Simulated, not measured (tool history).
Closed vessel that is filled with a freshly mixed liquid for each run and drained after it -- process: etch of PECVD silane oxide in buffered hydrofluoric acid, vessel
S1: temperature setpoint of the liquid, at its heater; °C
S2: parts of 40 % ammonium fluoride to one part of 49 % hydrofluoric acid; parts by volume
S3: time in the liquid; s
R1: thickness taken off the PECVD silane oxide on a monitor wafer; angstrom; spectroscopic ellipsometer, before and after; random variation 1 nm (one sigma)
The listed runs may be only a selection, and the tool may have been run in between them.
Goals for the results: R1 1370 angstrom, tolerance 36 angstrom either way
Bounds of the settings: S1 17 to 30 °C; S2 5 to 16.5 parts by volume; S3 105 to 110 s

Run 1, hour 0: S1 22 °C, S2 10 parts by volume, S3 105 s. Result: R1 2192.3 angstrom.
Run 2, hour 5.9: S1 20.5 °C, S2 10 parts by volume, S3 105 s. Result: R1 2039.5 angstrom.
Run 3, hour 13.5: S1 20.5 °C, S2 10 parts by volume, S3 110 s. Result: R1 2125 angstrom.
Run 4, hour 19.4: S1 20.5 °C, S2 10 parts by volume, S3 105 s. Result: R1 2005.8 angstrom.
Run 5, hour 22: S1 20.5 °C, S2 12.5 parts by volume, S3 105 s. Result: R1 1611.6 angstrom.
Run 6, hour 25.2: S1 20.5 °C, S2 11.5 parts by volume, S3 105 s. Result: R1 1796.8 angstrom.
Run 7, hour 32.2: S1 19.5 °C, S2 12 parts by volume, S3 105 s. Result: R1 1587.8 angstrom.
Run 8, hour 38.5: S1 19.5 °C, S2 12 parts by volume, S3 105 s. Result: R1 1595.7 angstrom.

Consider the 4 candidate settings below. Which is the only one whose results all fall within their allowed miss of target?
Run A, hour 44.8: S1 21 °C, S2 12 parts by volume, S3 110 s. Result: R1 ?.
Run B, hour 44.8: S1 17.5 °C, S2 12.5 parts by volume, S3 105 s. Result: R1 ?.
Run C, hour 44.8: S1 20.5 °C, S2 10.5 parts by volume, S3 110 s. Result: R1 ?.
Run D, hour 44.8: S1 21.5 °C, S2 12.5 parts by volume, S3 105 s. Result: R1 ?.

move      R1
   A  1821.2
   B  1371.6
   C  2017.8
   D  1717.4
A: its largest miss is bigger than the last run's
B: in spec on every target
C: its largest miss is bigger than the last run's
D: its largest miss is bigger than the last run's
Move B is the one to make.
